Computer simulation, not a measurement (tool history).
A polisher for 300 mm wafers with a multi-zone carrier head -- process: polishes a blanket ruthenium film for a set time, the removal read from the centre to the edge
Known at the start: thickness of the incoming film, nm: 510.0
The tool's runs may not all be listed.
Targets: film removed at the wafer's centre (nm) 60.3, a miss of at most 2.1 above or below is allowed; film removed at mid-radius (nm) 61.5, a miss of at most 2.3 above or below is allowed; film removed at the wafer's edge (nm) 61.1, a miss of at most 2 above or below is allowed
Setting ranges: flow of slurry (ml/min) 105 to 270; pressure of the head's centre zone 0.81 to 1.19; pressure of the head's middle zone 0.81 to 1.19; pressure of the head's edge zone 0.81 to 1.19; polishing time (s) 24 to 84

| run | hour | flow of slurry (ml/min) | pressure of the head's centre zone | pressure of the head's middle zone | pressure of the head's edge zone | polishing time (s) | film removed at the wafer's centre (nm) | film removed at mid-radius (nm) | film removed at the wafer's edge (nm) |
|---|---|---|---|---|---|---|---|---|---|
| 1 | 0 | 175 | 1 | 1 | 1 | 54 | 42.987 | 43.754 | 44.392 |
| 2 | 4.4 | 175 | 1 | 1.05 | 1 | 54 | 43.166 | 46.087 | 43.529 |
| 3 | 6.6 | 175 | 0.94 | 1.05 | 1 | 54 | 41.196 | 46.217 | 43.718 |
| 4 | 8.5 | 180 | 0.95 | 1.05 | 1.01 | 56 | 43.284 | 47.083 | 46.099 |
| 5 | 14.2 | 180 | 0.95 | 1.02 | 1.01 | 56 | 43.593 | 46.924 | 46.507 |
| 6 | 18.4 | 185 | 0.96 | 1.03 | 1.02 | 57 | 44.021 | 47.896 | 47.453 |
| 7 | 22.7 | 190 | 0.98 | 1.03 | 1.03 | 58 | 46.068 | 48.236 | 48.238 |
| 8 | 31.2 | 190 | 0.98 | 1.03 | 1.03 | 59 | 47.3 | 49.889 | 49.754 |
| 9 | 33.5 | 195 | 0.99 | 1.04 | 1.04 | 60 | 48.157 | 50.538 | 50.47 |
| 10 | 37 | 195 | 1 | 1.04 | 1.04 | 61 | 49.498 | 52.803 | 51.499 |
| 11 | 38.1 | 200 | 1.01 | 1.04 | 1.05 | 62 | 52.279 | 53.458 | 52.255 |
| 12 | 46.1 | 200 | 1.01 | 1.04 | 1.05 | 62 | 52.138 | 53.508 | 52.429 |
| 13 | 48.9 | 200 | 1.01 | 1.04 | 1.06 | 63 | 53.378 | 53.641 | 54.884 |
| 14 | 53.2 | 200 | 1.01 | 1.04 | 1.06 | 63 | 53.64 | 54 | 53.417 |

Consider the 5 candidate settings below. Which is the only one whose results all fall within their allowed miss of target?
| A | 57.5 | 200 | 1.04 | 1.05 | 0.98 | 69 | ? | ? | ? |
| B | 57.5 | 150 | 1.17 | 0.95 | 1.13 | 60 | ? | ? | ? |
| C | 57.5 | 205 | 1.01 | 1.02 | 1.04 | 72 | ? | ? | ? |
| D | 57.5 | 210 | 1.16 | 0.83 | 1.19 | 65 | ? | ? | ? |
| E | 57.5 | 170 | 0.87 | 1.16 | 1.1 | 69 | ? | ? | ? |

| move | film removed at the wafer's centre (nm) | film removed at mid-radius (nm) | film removed at the wafer's edge (nm) |
|---|---|---|---|
| A | 58.886 | 60.259 | 56.892 |
| B | 54.78 | 46.111 | 51.429 |
| C | 59.874 | 61.608 | 61.28 |
| D | 62.284 | 47.217 | 59.536 |
| E | 47.918 | 63.955 | 59.073 |
A: an improvement on the last run, though not all results are within tolerance
B: further off than the last run
C: every result lands within tolerance
D: meets the target for the result that was furthest off, but another lies outside its allowed miss
E: further off than the last run
The right move is C.

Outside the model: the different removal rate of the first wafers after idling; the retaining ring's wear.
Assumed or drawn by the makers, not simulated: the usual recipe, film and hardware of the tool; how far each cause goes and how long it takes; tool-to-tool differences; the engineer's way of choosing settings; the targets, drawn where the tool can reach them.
